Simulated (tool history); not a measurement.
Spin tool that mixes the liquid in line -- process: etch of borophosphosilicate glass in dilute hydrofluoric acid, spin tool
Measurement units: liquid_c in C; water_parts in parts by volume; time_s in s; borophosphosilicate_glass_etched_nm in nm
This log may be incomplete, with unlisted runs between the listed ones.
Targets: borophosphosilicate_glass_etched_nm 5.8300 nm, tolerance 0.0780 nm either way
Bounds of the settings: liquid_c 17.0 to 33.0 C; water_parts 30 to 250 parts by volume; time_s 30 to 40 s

run,hour,liquid_c,water_parts,time_s,borophosphosilicate_glass_etched_nm
1,0.0,25.0,140,40,11.8270
2,5.1,25.0,140,30,8.9206
3,6.3,25.0,120,30,10.6880
4,13.7,23.5,130,30,9.1708
5,17.9,25.5,130,30,9.9179
6,25.3,25.5,170,30,7.1928
7,27.5,24.5,170,30,6.9030
8,32.9,23.5,170,30,6.7537

Which single option among these 4 for the next run brings every result within its allowed miss of target? Just one does.
A,38.3,22.5,175,35,?
B,38.3,24.0,190,30,?
C,38.3,22.5,180,30,?
D,38.3,23.5,190,30,?

move,borophosphosilicate_glass_etched_nm
A,7.2533
B,5.9542
C,6.0113
D,5.8458
A: misses by more than the last run did
B: better than the last run, though not everything is in spec
C: better than the last run, though not everything is in spec
D: all results land within tolerance of their targets
Move D is the one to make.
